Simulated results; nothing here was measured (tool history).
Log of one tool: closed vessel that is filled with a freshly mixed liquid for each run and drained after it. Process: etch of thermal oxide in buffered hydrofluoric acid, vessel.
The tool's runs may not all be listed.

| run | day | temperature setpoint of the liquid (C) | parts of 40 % ammonium fluoride to one part of 49 % hydrofluoric acid (parts by volume) | time in the liquid (s) | thickness taken off the thermal oxide on a monitor wafer (nm) |
|---|---|---|---|---|---|
| 1 | 0.000 | 25.0 | 11.5 | 90 | 87.794 |
| 2 | 0.196 | 22.5 | 11.5 | 90 | 77.248 |
| 3 | 0.454 | 22.5 | 13.0 | 90 | 68.575 |
| 4 | 0.667 | 22.5 | 13.0 | 100 | 75.031 |
| 5 | 0.875 | 23.0 | 13.0 | 100 | 77.456 |
| 6 | 1.221 | 23.0 | 15.5 | 100 | 65.669 |

Run 7 comes next. What will it give?
| 7 | 1.525 | 23.5 | 15.5 | 100 | ? |

thickness taken off the thermal oxide on a monitor wafer (nm): 67.660
